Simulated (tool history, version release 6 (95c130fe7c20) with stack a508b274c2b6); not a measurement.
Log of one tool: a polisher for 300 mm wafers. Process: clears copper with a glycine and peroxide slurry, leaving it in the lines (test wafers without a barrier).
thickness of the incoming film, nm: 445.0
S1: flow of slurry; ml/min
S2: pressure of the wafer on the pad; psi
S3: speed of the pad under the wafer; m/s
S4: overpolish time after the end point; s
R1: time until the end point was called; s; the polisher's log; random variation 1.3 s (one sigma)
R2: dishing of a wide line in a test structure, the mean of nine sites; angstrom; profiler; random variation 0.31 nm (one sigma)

Run 1, hour 0.0: S1 320 ml/min, S2 2.0 psi, S3 0.98 m/s, S4 9 s. Result: R1 114.51 s, R2 245.12 angstrom.
Run 2, hour 6.4: S1 320 ml/min, S2 1.9 psi, S3 0.98 m/s, S4 9 s. Result: R1 118.24 s, R2 236.58 angstrom.
Run 3, hour 8.8: S1 320 ml/min, S2 1.9 psi, S3 0.98 m/s, S4 6 s. Result: R1 119.07 s, R2 160.61 angstrom.
Run 4, hour 14.4: S1 395 ml/min, S2 1.9 psi, S3 0.98 m/s, S4 6 s. Result: R1 119.99 s, R2 160.61 angstrom.
Run 5, hour 21.8: S1 360 ml/min, S2 1.9 psi, S3 0.98 m/s, S4 6 s. Result: R1 118.36 s, R2 158.49 angstrom.
Run 6, hour 29.7: S1 360 ml/min, S2 1.9 psi, S3 0.98 m/s, S4 4 s. Result: R1 118.71 s, R2 110.54 angstrom.
Run 7, hour 34.3: S1 360 ml/min, S2 1.8 psi, S3 0.98 m/s, S4 5 s. Result: R1 123.25 s, R2 133.91 angstrom.
Run 8, hour 38.9: S1 360 ml/min, S2 1.7 psi, S3 1.00 m/s, S4 6 s. Result: R1 128.04 s, R2 147.75 angstrom.

The next listed run, before its measurement:
Run 9, hour 40.7: S1 360 ml/min, S2 1.7 psi, S3 1.00 m/s, S4 7 s. Result: R1 ?, R2 ?.

Run 9 gave R1 128.56 s, R2 175.33 angstrom.
